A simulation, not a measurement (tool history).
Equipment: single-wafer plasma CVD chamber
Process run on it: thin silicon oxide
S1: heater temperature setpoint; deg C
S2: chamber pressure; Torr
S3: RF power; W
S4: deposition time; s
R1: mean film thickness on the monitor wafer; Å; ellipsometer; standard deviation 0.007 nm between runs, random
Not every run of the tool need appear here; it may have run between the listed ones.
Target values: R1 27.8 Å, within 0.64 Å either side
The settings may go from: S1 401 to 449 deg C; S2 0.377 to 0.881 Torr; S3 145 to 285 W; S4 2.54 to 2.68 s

run,hour,S1,S2,S3,S4,R1
1,0,425,0.629,215,2.68,32.313
2,5.9,425,0.629,240,2.68,33.433
3,9.7,425,0.607,240,2.68,32.377
4,14.9,425,0.589,240,2.68,31.522
5,19.9,425,0.573,240,2.68,30.702
6,21.9,421,0.573,240,2.68,30.561
7,26.2,421,0.561,240,2.68,30.105
8,31.4,421,0.551,240,2.68,29.413
9,35.3,421,0.544,240,2.68,29.175

Consider the 5 candidate settings below. Which is the only one whose results all fall within their allowed miss of target?
A,39.2,421,0.574,230,2.68,?
B,39.2,427,0.542,260,2.62,?
C,39.2,420,0.56,240,2.65,?
D,39.2,424,0.513,250,2.68,?
E,39.2,421,0.578,230,2.58,?

move,R1
A,30.395
B,29.125
C,29.77
D,27.907
E,29.458
A: lands further from the targets than the last run did
B: just as far off the targets as the last run
C: lands further from the targets than the last run did
D: all results land within tolerance of their targets
E: lands further from the targets than the last run did
Go with D: it meets all targets.
